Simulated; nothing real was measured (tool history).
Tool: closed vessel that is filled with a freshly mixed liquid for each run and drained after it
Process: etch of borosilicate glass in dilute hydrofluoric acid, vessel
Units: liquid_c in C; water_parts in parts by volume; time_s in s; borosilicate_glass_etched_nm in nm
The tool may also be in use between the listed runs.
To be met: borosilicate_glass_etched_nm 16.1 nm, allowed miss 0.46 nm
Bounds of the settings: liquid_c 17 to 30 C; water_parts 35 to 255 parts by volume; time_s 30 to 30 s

Run 1, hour 0: liquid_c 22 C, water_parts 145 parts by volume, time_s 30 s. Result: borosilicate_glass_etched_nm 7.6413 nm.
Run 2, hour 8.2: liquid_c 24.5 C, water_parts 145 parts by volume, time_s 30 s. Result: borosilicate_glass_etched_nm 8.5163 nm.
Run 3, hour 15.5: liquid_c 24.5 C, water_parts 145 parts by volume, time_s 30 s. Result: borosilicate_glass_etched_nm 8.4143 nm.
Run 4, hour 16.2: liquid_c 26 C, water_parts 130 parts by volume, time_s 30 s. Result: borosilicate_glass_etched_nm 10.227 nm.
Run 5, hour 17.5: liquid_c 28.5 C, water_parts 130 parts by volume, time_s 30 s. Result: borosilicate_glass_etched_nm 11.216 nm.
Run 6, hour 23.2: liquid_c 29 C, water_parts 120 parts by volume, time_s 30 s. Result: borosilicate_glass_etched_nm 12.476 nm.
Run 7, hour 29.9: liquid_c 29 C, water_parts 120 parts by volume, time_s 30 s. Result: borosilicate_glass_etched_nm 12.624 nm.
Run 8, hour 34.8: liquid_c 29.5 C, water_parts 115 parts by volume, time_s 30 s. Result: borosilicate_glass_etched_nm 13.611 nm.
Run 9, hour 39.4: liquid_c 29.5 C, water_parts 110 parts by volume, time_s 30 s. Result: borosilicate_glass_etched_nm 14.276 nm.
Run 10, hour 42.1: liquid_c 30 C, water_parts 95 parts by volume, time_s 30 s. Result: borosilicate_glass_etched_nm 16.926 nm.
Run 11, hour 47.3: liquid_c 29.5 C, water_parts 95 parts by volume, time_s 30 s. Result: borosilicate_glass_etched_nm 16.795 nm.

4 next moves are on the table. One of them brings every result within its allowed miss. Which?
Run A, hour 52.5: liquid_c 30 C, water_parts 90 parts by volume, time_s 30 s. Result: borosilicate_glass_etched_nm ?.
Run B, hour 52.5: liquid_c 30 C, water_parts 95 parts by volume, time_s 30 s. Result: borosilicate_glass_etched_nm ?.
Run C, hour 52.5: liquid_c 30 C, water_parts 100 parts by volume, time_s 30 s. Result: borosilicate_glass_etched_nm ?.
Run D, hour 52.5: liquid_c 28.5 C, water_parts 85 parts by volume, time_s 30 s. Result: borosilicate_glass_etched_nm ?.

move  borosilicate_glass_etched_nm
   A                        18.173
   B                        17.101
   C                        16.138
   D                         18.27
A: further off than the last run
B: further off than the last run
C: meets every target
D: further off than the last run
Move C is the one to make.
